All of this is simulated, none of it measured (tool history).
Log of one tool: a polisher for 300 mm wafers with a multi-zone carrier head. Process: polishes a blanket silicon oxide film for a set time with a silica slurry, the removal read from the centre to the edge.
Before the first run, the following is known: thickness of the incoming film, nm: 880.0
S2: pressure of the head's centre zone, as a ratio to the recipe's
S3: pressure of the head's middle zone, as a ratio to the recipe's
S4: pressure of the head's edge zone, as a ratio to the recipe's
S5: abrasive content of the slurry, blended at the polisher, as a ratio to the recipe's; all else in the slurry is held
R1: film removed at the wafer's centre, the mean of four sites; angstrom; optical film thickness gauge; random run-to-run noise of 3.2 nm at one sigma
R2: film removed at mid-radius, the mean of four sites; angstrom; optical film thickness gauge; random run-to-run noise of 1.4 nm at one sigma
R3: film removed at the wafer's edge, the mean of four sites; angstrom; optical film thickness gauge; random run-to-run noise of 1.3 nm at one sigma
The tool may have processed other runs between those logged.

run 1 hour=0.0 | flow_of_slurry_(ml/min)=155 S2=1.00 S3=1.00 S4=1.00 S5=1.00 polishing_time_(s)=62 | R1=3370.5 R2=3420.7 R3=3321.6
run 2 hour=5.6 | flow_of_slurry_(ml/min)=150 S2=0.99 S3=0.98 S4=0.98 S5=0.90 polishing_time_(s)=61 | R1=3118.3 R2=3089.3 R3=3069.7
run 3 hour=8.1 | flow_of_slurry_(ml/min)=150 S2=0.99 S3=0.98 S4=1.02 S5=0.90 polishing_time_(s)=61 | R1=3079.8 R2=3149.1 R3=3151.6
run 4 hour=13.7 | flow_of_slurry_(ml/min)=145 S2=0.98 S3=0.97 S4=0.99 S5=0.85 polishing_time_(s)=60 | R1=2845.4 R2=2934.3 R3=2943.2
run 5 hour=22.6 | flow_of_slurry_(ml/min)=140 S2=0.98 S3=0.96 S4=0.96 S5=0.80 polishing_time_(s)=60 | R1=2830.5 R2=2773.9 R3=2799.5
run 6 hour=25.8 | flow_of_slurry_(ml/min)=140 S2=0.98 S3=0.96 S4=0.96 S5=0.80 polishing_time_(s)=50 | R1=2416.1 R2=2341.0 R3=2324.0
run 7 hour=30.6 | flow_of_slurry_(ml/min)=135 S2=0.97 S3=0.96 S4=0.95 S5=0.80 polishing_time_(s)=50 | R1=2258.1 R2=2294.5 R3=2322.6
run 8 hour=32.2 | flow_of_slurry_(ml/min)=105 S2=1.02 S3=0.95 S4=0.86 S5=0.75 polishing_time_(s)=50 | R1=2197.9 R2=2094.0 R3=2044.3

Run 9 has not been measured yet. What should we expect?
run 9 hour=40.9 | flow_of_slurry_(ml/min)=110 S2=1.01 S3=0.95 S4=0.87 S5=0.75 polishing_time_(s)=50 | R1=? R2=? R3=?

Logged for run 9: R1 2207.0 angstrom, R2 2107.1 angstrom, R3 2076.6 angstrom.
